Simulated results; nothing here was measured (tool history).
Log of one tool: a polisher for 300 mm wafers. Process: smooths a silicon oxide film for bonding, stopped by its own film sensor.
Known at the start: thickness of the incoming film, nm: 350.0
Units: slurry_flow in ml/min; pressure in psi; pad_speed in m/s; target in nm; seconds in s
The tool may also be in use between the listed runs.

run    day  slurry_flow  pressure  pad_speed  slurry_solids  target  seconds
  1  0.000          155       1.6       0.68            1.0     302   124.16
  2  0.217          130       1.6       0.68            1.0     302   124.25
  3  0.317          130       1.6       0.68            1.0     302   125.22
  4  0.346          130       1.6       0.68            1.2     302   121.09
  5  0.550          160       1.6       0.68            1.2     302   115.53
  6  0.704          160       1.6       0.52            1.2     302   142.67
  7  0.862          160       1.4       0.52            1.2     302   162.32
  8  1.204          160       1.2       0.52            1.2     302   193.49

Forecast run 9:
  9  1.504          160       1.1       0.52            1.2     302        ?

Run 9 gave seconds 203.95 s.
